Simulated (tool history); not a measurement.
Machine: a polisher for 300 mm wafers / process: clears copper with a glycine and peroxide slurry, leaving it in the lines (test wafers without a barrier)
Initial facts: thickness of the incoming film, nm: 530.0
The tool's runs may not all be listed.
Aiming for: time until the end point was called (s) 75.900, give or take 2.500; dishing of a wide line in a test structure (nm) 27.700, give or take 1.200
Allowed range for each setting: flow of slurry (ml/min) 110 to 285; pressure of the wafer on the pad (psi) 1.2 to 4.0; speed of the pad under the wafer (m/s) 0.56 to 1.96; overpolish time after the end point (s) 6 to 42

run	hour	flow of slurry (ml/min)	pressure of the wafer on the pad (psi)	speed of the pad under the wafer (m/s)	overpolish time after the end point (s)	time until the end point was called (s)	dishing of a wide line in a test structure (nm)
1	0.0	180	2.6	1.26	21	82.265	72.409
2	3.7	180	2.1	1.26	21	98.194	63.634
3	7.2	180	2.1	1.26	29	97.868	79.125
4	10.6	170	2.0	1.36	25	96.664	72.647
5	15.7	190	2.0	1.36	25	94.714	72.564
6	16.8	190	1.4	1.36	25	124.220	58.885
7	24.1	225	1.2	1.72	15	119.040	39.806
8	26.3	235	1.3	1.76	14	108.620	40.382
9	32.7	245	1.4	1.80	13	99.537	40.785
10	38.1	285	1.4	1.96	6	93.307	22.265
11	42.2	280	1.5	1.96	6	87.953	23.360
12	50.4	280	2.0	1.96	8	69.935	36.589

Exercise: of the 5 proposed moves below, exactly one satisfies all targets within the stated allowed misses. Which move is it?
A	58.6	275	1.9	1.90	6	?	?
B	58.6	275	1.9	1.92	12	?	?
C	58.6	255	1.8	1.96	13	?	?
D	58.6	285	2.0	1.86	9	?	?
E	58.6	285	1.8	1.90	11	?	?

move	time until the end point was called (s)	dishing of a wide line in a test structure (nm)
A	76.611	27.652
B	76.028	50.127
C	78.868	51.664
D	74.357	40.470
E	79.760	44.833
A: every result within its allowed miss
B: moves away from the targets compared with the last run
C: moves away from the targets compared with the last run
D: moves away from the targets compared with the last run
E: moves away from the targets compared with the last run
So the answer is move A, the one that meets all the targets.

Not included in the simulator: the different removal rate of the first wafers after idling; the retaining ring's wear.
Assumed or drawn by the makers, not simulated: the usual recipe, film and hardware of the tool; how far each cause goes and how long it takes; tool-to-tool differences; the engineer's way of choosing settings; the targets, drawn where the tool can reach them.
